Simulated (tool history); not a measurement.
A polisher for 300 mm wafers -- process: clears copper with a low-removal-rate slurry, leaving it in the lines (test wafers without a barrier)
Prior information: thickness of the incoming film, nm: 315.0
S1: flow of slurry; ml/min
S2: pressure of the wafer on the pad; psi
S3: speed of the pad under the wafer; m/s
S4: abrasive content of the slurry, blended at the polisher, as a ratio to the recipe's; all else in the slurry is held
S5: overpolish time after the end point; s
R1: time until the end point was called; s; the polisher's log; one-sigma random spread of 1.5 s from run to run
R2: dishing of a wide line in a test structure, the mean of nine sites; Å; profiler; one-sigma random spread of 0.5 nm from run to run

Run 1, hour 0: S1 145 ml/min, S2 3 psi, S3 0.84 m/s, S4 1, S5 20 s. Result: R1 125.75 s, R2 369.76 Å.
Run 2, hour 6: S1 145 ml/min, S2 3 psi, S3 0.84 m/s, S4 0.8, S5 20 s. Result: R1 136.54 s, R2 334.3 Å.
Run 3, hour 14.9: S1 150 ml/min, S2 3.2 psi, S3 0.86 m/s, S4 0.7, S5 16 s. Result: R1 128.84 s, R2 292.51 Å.
Run 4, hour 19: S1 155 ml/min, S2 3.4 psi, S3 0.86 m/s, S4 0.65, S5 13 s. Result: R1 121.6 s, R2 268.94 Å.
Run 5, hour 27.2: S1 160 ml/min, S2 3.5 psi, S3 0.86 m/s, S4 0.6, S5 11 s. Result: R1 120.33 s, R2 227.34 Å.
Run 6, hour 33.1: S1 165 ml/min, S2 3.6 psi, S3 0.86 m/s, S4 0.6, S5 10 s. Result: R1 116.48 s, R2 208.37 Å.
Run 7, hour 38.6: S1 165 ml/min, S2 3.7 psi, S3 0.86 m/s, S4 0.6, S5 10 s. Result: R1 114.56 s, R2 218.44 Å.
At hour 44.7: worn pad replaced by a new one.
Run 8, hour 44.7: S1 165 ml/min, S2 3.8 psi, S3 0.86 m/s, S4 0.6, S5 10 s. Result: R1 98.247 s, R2 252.11 Å.
Run 9, hour 53.3: S1 170 ml/min, S2 3.8 psi, S3 0.86 m/s, S4 0.6, S5 10 s. Result: R1 99.281 s, R2 239.06 Å.
Run 10, hour 60.8: S1 170 ml/min, S2 3.8 psi, S3 0.86 m/s, S4 0.6, S5 9 s. Result: R1 102.5 s, R2 228.82 Å.

Forecast run 11:
Run 11, hour 62.5: S1 170 ml/min, S2 3.7 psi, S3 0.86 m/s, S4 0.6, S5 8 s. Result: R1 ?, R2 ?.

Run 11 measured R1 102.02 s, R2 188.56 Å.
